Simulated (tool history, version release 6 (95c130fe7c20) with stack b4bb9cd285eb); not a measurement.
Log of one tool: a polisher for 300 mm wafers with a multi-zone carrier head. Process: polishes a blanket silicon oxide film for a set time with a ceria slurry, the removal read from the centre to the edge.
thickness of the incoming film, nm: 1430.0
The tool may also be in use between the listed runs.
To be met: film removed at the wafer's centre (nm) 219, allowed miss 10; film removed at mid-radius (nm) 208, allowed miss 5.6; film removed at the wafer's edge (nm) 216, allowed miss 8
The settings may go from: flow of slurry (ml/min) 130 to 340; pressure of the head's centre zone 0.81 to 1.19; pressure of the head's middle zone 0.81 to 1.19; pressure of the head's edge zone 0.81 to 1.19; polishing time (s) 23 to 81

| run | hour | flow of slurry (ml/min) | pressure of the head's centre zone | pressure of the head's middle zone | pressure of the head's edge zone | polishing time (s) | film removed at the wafer's centre (nm) | film removed at mid-radius (nm) | film removed at the wafer's edge (nm) |
|---|---|---|---|---|---|---|---|---|---|
| 1 | 0 | 220 | 1 | 1 | 1 | 52 | 237.5 | 237.12 | 237.67 |
| 2 | 2.9 | 245 | 1 | 1 | 1 | 52 | 242.22 | 244.05 | 238.89 |
| 3 | 11.4 | 245 | 1 | 0.97 | 1 | 52 | 241.47 | 235.57 | 239.61 |
| 4 | 19.4 | 240 | 1 | 0.97 | 0.99 | 52 | 245.67 | 234.59 | 233 |
| 5 | 21.2 | 235 | 0.99 | 0.97 | 0.99 | 52 | 240.49 | 236.46 | 238.01 |
| 6 | 27.5 | 230 | 0.99 | 0.96 | 0.99 | 52 | 235.83 | 235.15 | 241.17 |
| 7 | 36.2 | 230 | 0.99 | 0.96 | 0.98 | 52 | 236.57 | 232.09 | 237.44 |
| 8 | 41.4 | 225 | 0.99 | 0.96 | 0.97 | 52 | 237.9 | 230.82 | 235.09 |
| 9 | 45 | 220 | 0.99 | 0.96 | 0.96 | 52 | 241.28 | 232.99 | 237.11 |
| 10 | 50.9 | 225 | 0.98 | 0.94 | 0.95 | 49 | 222.96 | 217.87 | 217.21 |

4 next moves are on the table. One of them brings every result within its allowed miss. Which?
| A | 56.8 | 265 | 0.92 | 1.03 | 0.96 | 43 | ? | ? | ? |
| B | 56.8 | 240 | 1 | 0.94 | 0.97 | 44 | ? | ? | ? |
| C | 56.8 | 130 | 1.02 | 0.92 | 0.96 | 50 | ? | ? | ? |
| D | 56.8 | 230 | 1.07 | 0.88 | 1.04 | 46 | ? | ? | ? |

| move | film removed at the wafer's centre (nm) | film removed at mid-radius (nm) | film removed at the wafer's edge (nm) |
|---|---|---|---|
| A | 191.22 | 207.22 | 195.84 |
| B | 202.79 | 194.8 | 200.49 |
| C | 220.43 | 206.99 | 218.69 |
| D | 219.23 | 192.09 | 216.43 |
A: brings the result that was furthest off to its target, and leaves another outside
B: takes the result that was furthest off past its target
C: meets every target
D: takes the result that was furthest off past its target
Answer: C
